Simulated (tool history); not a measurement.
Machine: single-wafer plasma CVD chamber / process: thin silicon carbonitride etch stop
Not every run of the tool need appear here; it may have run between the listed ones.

run  hour  RF power (kW)  deposition time (s)  mean film thickness on the monitor wafer (angstrom)
  1     0          0.225                 11.5                                               61.818
  2   6.8          0.225                 12.4                                               67.549
  3   9.5           0.25                 12.4                                               70.115
  4    18           0.25                 11.7                                               65.625
  5  25.7          0.275                 11.7                                               68.051
  6  32.6          0.245                 11.6                                               64.828
  7  35.4           0.22                 11.5                                               62.113

Run 8 has not been measured yet. What should we expect?
  8  37.6          0.205                 11.4                                                    ?

Run 8 produced mean film thickness on the monitor wafer (angstrom) 59.734.
